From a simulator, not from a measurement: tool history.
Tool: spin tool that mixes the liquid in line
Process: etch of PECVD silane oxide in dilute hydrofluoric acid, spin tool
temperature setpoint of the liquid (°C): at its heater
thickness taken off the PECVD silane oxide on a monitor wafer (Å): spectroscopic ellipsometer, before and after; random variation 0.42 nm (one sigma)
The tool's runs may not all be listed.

run  hour  temperature setpoint of the liquid (°C)  parts of water to one part of 49 % hydrofluoric acid (parts by volume)  time under the liquid (s)  thickness taken off the PECVD silane oxide on a monitor wafer (Å)
  1   0.0                                     20.0                                                                     140                        120                                                             204.88
  2   8.4                                     18.5                                                                     140                        120                                                             190.07
  3  14.4                                     18.5                                                                     140                        120                                                             190.75
  4  22.2                                     18.5                                                                      90                        120                                                             310.08
  5  25.1                                     17.0                                                                      90                        120                                                             296.02
  6  31.8                                     17.0                                                                      90                        120                                                             295.74
  7  39.5                                     18.0                                                                      85                        120                                                             331.33

The next listed run, before its measurement:
  8  40.3                                     19.0                                                                      85                        120                                                                  ?

{"run 8": {"thickness taken off the PECVD silane oxide on a monitor wafer (Å)": 342.2}}
